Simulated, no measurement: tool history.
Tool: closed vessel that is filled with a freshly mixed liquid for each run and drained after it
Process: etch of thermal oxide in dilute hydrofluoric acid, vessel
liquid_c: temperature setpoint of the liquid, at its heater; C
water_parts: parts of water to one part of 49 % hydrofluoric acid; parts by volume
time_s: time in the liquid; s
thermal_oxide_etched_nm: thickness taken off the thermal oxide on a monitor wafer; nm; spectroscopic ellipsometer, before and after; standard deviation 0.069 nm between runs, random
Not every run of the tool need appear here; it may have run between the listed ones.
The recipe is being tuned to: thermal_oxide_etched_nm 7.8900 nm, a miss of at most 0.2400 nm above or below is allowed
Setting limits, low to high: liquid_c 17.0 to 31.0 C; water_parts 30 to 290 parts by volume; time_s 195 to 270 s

{"run": 1, "day": 0.0, "liquid_c": 23.0, "water_parts": 160, "time_s": 270, "thermal_oxide_etched_nm": 7.1469}
{"run": 2, "day": 0.079, "liquid_c": 24.0, "water_parts": 160, "time_s": 270, "thermal_oxide_etched_nm": 7.4184}
{"run": 3, "day": 0.438, "liquid_c": 24.5, "water_parts": 160, "time_s": 270, "thermal_oxide_etched_nm": 7.551}
{"run": 4, "day": 0.692, "liquid_c": 24.5, "water_parts": 160, "time_s": 195, "thermal_oxide_etched_nm": 5.5133}
{"run": 5, "day": 0.888, "liquid_c": 24.5, "water_parts": 145, "time_s": 195, "thermal_oxide_etched_nm": 6.0209}
{"run": 6, "day": 0.996, "liquid_c": 27.0, "water_parts": 145, "time_s": 195, "thermal_oxide_etched_nm": 6.7317}
{"run": 7, "day": 1.083, "liquid_c": 28.0, "water_parts": 140, "time_s": 195, "thermal_oxide_etched_nm": 7.4229}
{"run": 8, "day": 1.467, "liquid_c": 28.0, "water_parts": 140, "time_s": 195, "thermal_oxide_etched_nm": 7.2204}
{"run": 9, "day": 1.612, "liquid_c": 29.0, "water_parts": 140, "time_s": 195, "thermal_oxide_etched_nm": 7.6495}

5 candidate next runs follow, results not yet known. Just one meets every target within its allowed miss. Identify it.
{"run": "A", "day": 1.758, "liquid_c": 29.5, "water_parts": 130, "time_s": 195, "thermal_oxide_etched_nm": "?"}
{"run": "B", "day": 1.758, "liquid_c": 31.0, "water_parts": 185, "time_s": 245, "thermal_oxide_etched_nm": "?"}
{"run": "C", "day": 1.758, "liquid_c": 29.0, "water_parts": 145, "time_s": 195, "thermal_oxide_etched_nm": "?"}
{"run": "D", "day": 1.758, "liquid_c": 28.5, "water_parts": 165, "time_s": 235, "thermal_oxide_etched_nm": "?"}
{"run": "E", "day": 1.758, "liquid_c": 28.0, "water_parts": 130, "time_s": 195, "thermal_oxide_etched_nm": "?"}

move=A thermal_oxide_etched_nm=8.3740
move=B thermal_oxide_etched_nm=7.2939
move=C thermal_oxide_etched_nm=7.2357
move=D thermal_oxide_etched_nm=7.3467
move=E thermal_oxide_etched_nm=7.9185
A: the result that was furthest off in the last run now lies on the other side of its target
B: misses by more than the last run did
C: misses by more than the last run did
D: misses by more than the last run did
E: hits every target within its allowed miss
So the answer is move E, the one that meets all the targets.
